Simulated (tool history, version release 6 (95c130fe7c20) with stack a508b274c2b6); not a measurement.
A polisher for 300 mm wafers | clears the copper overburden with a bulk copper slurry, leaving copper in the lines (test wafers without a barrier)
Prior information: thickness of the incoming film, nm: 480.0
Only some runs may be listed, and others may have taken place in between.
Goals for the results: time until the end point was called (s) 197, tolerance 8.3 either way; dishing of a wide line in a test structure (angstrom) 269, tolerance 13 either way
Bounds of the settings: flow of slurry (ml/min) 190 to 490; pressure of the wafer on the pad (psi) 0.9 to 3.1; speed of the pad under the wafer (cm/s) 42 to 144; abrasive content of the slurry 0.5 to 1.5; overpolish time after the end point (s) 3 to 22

| run | day | flow of slurry (ml/min) | pressure of the wafer on the pad (psi) | speed of the pad under the wafer (cm/s) | abrasive content of the slurry | overpolish time after the end point (s) | time until the end point was called (s) | dishing of a wide line in a test structure (angstrom) |
|---|---|---|---|---|---|---|---|---|
| 1 | 0 | 315 | 2 | 92 | 1 | 11 | 85.241 | 328.31 |
| 2 | 0.342 | 355 | 2 | 92 | 1 | 11 | 86.675 | 327.78 |
| 3 | 0.458 | 360 | 1.6 | 84 | 1 | 13 | 118.03 | 301.49 |
| 4 | 0.662 | 360 | 1.4 | 80 | 1 | 14 | 138.27 | 281 |
| 5 | 0.783 | 360 | 1.2 | 78 | 1 | 15 | 161.48 | 259.2 |
| 6 | 0.958 | 330 | 1.2 | 78 | 1 | 15 | 166.65 | 256.12 |
| 7 | 1.083 | 305 | 1.2 | 78 | 1 | 16 | 165 | 266.35 |
| 8 | 1.371 | 310 | 0.9 | 74 | 1 | 19 | 226.65 | 233.39 |
| 9 | 1.562 | 315 | 1 | 74 | 1 | 19 | 206.59 | 249.16 |
| 10 | 1.642 | 320 | 1 | 74 | 1 | 19 | 207.27 | 250.65 |
| 11 | 1.717 | 325 | 1 | 74 | 1 | 19 | 202.91 | 249.91 |
| 12 | 1.9 | 330 | 1 | 74 | 1 | 20 | 202.85 | 256.85 |
| 13 | 2.117 | 335 | 1 | 74 | 1 | 20 | 202.47 | 258.12 |
| 14 | 2.471 | 340 | 1 | 74 | 1 | 20 | 208.71 | 261.53 |
| 15 | 2.721 | 345 | 1 | 74 | 1 | 20 | 207.46 | 260.52 |
| 16 | 2.85 | 345 | 1 | 74 | 1 | 20 | 207.44 | 261.97 |

Next run, 5 choices. One meets every target within its allowed miss, the rest don't. Which?
| A | 2.979 | 290 | 1.4 | 60 | 0.95 | 15 | ? | ? |
| B | 2.979 | 360 | 1.1 | 66 | 0.95 | 20 | ? | ? |
| C | 2.979 | 265 | 1 | 80 | 0.75 | 22 | ? | ? |
| D | 2.979 | 360 | 1 | 78 | 0.9 | 20 | ? | ? |
| E | 2.979 | 360 | 1.3 | 58 | 0.75 | 20 | ? | ? |

| move | time until the end point was called (s) | dishing of a wide line in a test structure (angstrom) |
|---|---|---|
| A | 187.44 | 238.43 |
| B | 211.07 | 260.21 |
| C | 210.14 | 273.12 |
| D | 199.41 | 266.34 |
| E | 216.58 | 260.56 |
A: takes the result that was furthest off past its target
B: moves away from the targets compared with the last run
C: moves away from the targets compared with the last run
D: meets every target
E: moves away from the targets compared with the last run
Answer: D

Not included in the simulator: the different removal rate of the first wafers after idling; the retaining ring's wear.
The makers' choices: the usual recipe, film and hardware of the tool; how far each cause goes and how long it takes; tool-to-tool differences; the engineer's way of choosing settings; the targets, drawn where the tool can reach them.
